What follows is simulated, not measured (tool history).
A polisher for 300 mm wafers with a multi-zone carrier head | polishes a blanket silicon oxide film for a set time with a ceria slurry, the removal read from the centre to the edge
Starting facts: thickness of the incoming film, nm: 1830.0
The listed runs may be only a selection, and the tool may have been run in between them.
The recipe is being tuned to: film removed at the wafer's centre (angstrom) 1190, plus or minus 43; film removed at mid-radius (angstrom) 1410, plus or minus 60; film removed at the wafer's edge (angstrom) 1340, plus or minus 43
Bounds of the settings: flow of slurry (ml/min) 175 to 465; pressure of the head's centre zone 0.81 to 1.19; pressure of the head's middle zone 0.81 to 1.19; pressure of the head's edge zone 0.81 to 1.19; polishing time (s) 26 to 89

run	hour	flow of slurry (ml/min)	pressure of the head's centre zone	pressure of the head's middle zone	pressure of the head's edge zone	polishing time (s)	film removed at the wafer's centre (angstrom)	film removed at mid-radius (angstrom)	film removed at the wafer's edge (angstrom)
1	0	295	1	1	1	57	1871.6	1961.7	1980.1
2	2.1	295	1	1.07	1	57	1922.2	2020.7	1982.4
3	3.3	290	0.97	1.06	0.97	52	1661.2	1862	1791
4	9.2	290	0.97	1.06	0.92	52	1676.1	1862.9	1727.8
5	17.5	290	0.97	1.06	0.97	52	1662.9	1859.2	1762.9
6	21.9	290	0.97	1.13	0.97	52	1655.8	2016	1796.8
7	26.4	285	0.94	1.09	0.94	49	1498.2	1793.9	1633.2
8	33.5	280	0.92	1.06	0.91	48	1463.6	1705.1	1583.8
9	37.5	275	0.9	1.04	0.89	46	1336.5	1627.2	1510.7
10	45.3	265	0.92	0.97	0.84	40	1190.7	1302.4	1287.5
11	46.4	265	0.92	0.97	0.84	40	1215.9	1304.2	1292.9

Below are 5 possible settings for the next run. Only one of them brings all results inside the allowed miss of their targets. Which is it?
A	47.5	240	0.96	0.99	0.81	39	?	?	?
B	47.5	235	0.92	0.9	0.94	41	?	?	?
C	47.5	255	0.83	1.05	0.82	40	?	?	?
D	47.5	230	0.88	1	0.84	43	?	?	?
E	47.5	260	0.85	1.06	0.81	40	?	?	?

move	film removed at the wafer's centre (angstrom)	film removed at mid-radius (angstrom)	film removed at the wafer's edge (angstrom)
A	1194.6	1291.6	1207.7
B	1198.4	1250.1	1340.7
C	1068	1404.7	1250.8
D	1198.5	1428	1342.8
E	1097.1	1419.4	1247.5
A: the biggest miss grows against the last run
B: the biggest miss grows against the last run
C: the worst result of the last run now meets its target, but another is out of spec
D: in spec on every target
E: the worst result of the last run now meets its target, but another is out of spec
The right move is D.

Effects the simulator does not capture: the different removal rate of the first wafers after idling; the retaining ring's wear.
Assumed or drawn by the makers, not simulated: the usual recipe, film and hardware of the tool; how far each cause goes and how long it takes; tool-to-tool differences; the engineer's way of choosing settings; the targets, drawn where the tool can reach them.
